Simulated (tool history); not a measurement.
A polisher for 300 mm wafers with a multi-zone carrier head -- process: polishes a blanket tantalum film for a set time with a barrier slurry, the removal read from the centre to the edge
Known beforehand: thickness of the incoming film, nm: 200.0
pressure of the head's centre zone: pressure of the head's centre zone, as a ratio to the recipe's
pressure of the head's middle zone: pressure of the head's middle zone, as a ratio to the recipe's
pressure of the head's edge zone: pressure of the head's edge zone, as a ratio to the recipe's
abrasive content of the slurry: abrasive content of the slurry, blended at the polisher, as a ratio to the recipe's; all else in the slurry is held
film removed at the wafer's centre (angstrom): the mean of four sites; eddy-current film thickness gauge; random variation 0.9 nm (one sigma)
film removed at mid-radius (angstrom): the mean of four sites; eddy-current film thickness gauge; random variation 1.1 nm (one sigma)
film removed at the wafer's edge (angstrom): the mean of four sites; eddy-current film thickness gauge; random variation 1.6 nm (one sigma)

| run | day | flow of slurry (ml/min) | pressure of the head's centre zone | pressure of the head's middle zone | pressure of the head's edge zone | abrasive content of the slurry | polishing time (s) | film removed at the wafer's centre (angstrom) | film removed at mid-radius (angstrom) | film removed at the wafer's edge (angstrom) |
|---|---|---|---|---|---|---|---|---|---|---|
| 1 | 0 | 285 | 1 | 1 | 1 | 1 | 57 | 754.27 | 771.82 | 785.51 |
| 2 | 0.029 | 285 | 0.92 | 1 | 1 | 1 | 57 | 687.08 | 783.52 | 800.11 |
| 3 | 0.083 | 285 | 0.92 | 1 | 0.93 | 1 | 57 | 697.27 | 774.89 | 788.22 |
| 4 | 0.15 | 285 | 0.92 | 1 | 0.93 | 1 | 47 | 573.25 | 636.07 | 637.57 |
| 5 | 0.421 | 285 | 0.92 | 1 | 0.93 | 0.9 | 47 | 551.24 | 597.1 | 605.4 |
| 6 | 0.767 | 280 | 0.94 | 0.97 | 0.96 | 1.1 | 51 | 657.02 | 709.51 | 722.13 |
| 7 | 0.846 | 275 | 0.95 | 0.93 | 0.99 | 1.25 | 55 | 757.77 | 755.36 | 808.4 |

For run 8, what comes out?
| 8 | 1.038 | 275 | 0.95 | 0.94 | 1.03 | 1.35 | 58 | ? | ? | ? |

Run 8 produced film removed at the wafer's centre (angstrom) 811.74, film removed at mid-radius (angstrom) 817.04, film removed at the wafer's edge (angstrom) 879.69.
